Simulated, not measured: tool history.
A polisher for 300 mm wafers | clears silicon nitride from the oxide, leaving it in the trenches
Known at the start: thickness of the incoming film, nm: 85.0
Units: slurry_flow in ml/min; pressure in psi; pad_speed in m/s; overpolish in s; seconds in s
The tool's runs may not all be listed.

Run 1, day 0.000: slurry_flow 155 ml/min, pressure 3.5 psi, pad_speed 1.06 m/s, overpolish 6 s. Result: seconds 61.043 s.
Run 2, day 0.138: slurry_flow 155 ml/min, pressure 3.5 psi, pad_speed 1.06 m/s, overpolish 6 s. Result: seconds 62.187 s.
Run 3, day 0.408: slurry_flow 155 ml/min, pressure 3.0 psi, pad_speed 1.06 m/s, overpolish 6 s. Result: seconds 69.901 s.
Run 4, day 0.575: slurry_flow 185 ml/min, pressure 3.0 psi, pad_speed 1.06 m/s, overpolish 6 s. Result: seconds 69.269 s.
Run 5, day 0.888: slurry_flow 185 ml/min, pressure 2.6 psi, pad_speed 1.04 m/s, overpolish 6 s. Result: seconds 80.194 s.
Run 6, day 1.058: slurry_flow 185 ml/min, pressure 2.4 psi, pad_speed 1.04 m/s, overpolish 6 s. Result: seconds 85.485 s.
Run 7, day 1.379: slurry_flow 185 ml/min, pressure 2.4 psi, pad_speed 1.04 m/s, overpolish 6 s. Result: seconds 85.579 s.

The next listed run, before its measurement:
Run 8, day 1.662: slurry_flow 185 ml/min, pressure 2.2 psi, pad_speed 1.04 m/s, overpolish 6 s. Result: seconds ?.

seconds: 92.076 s
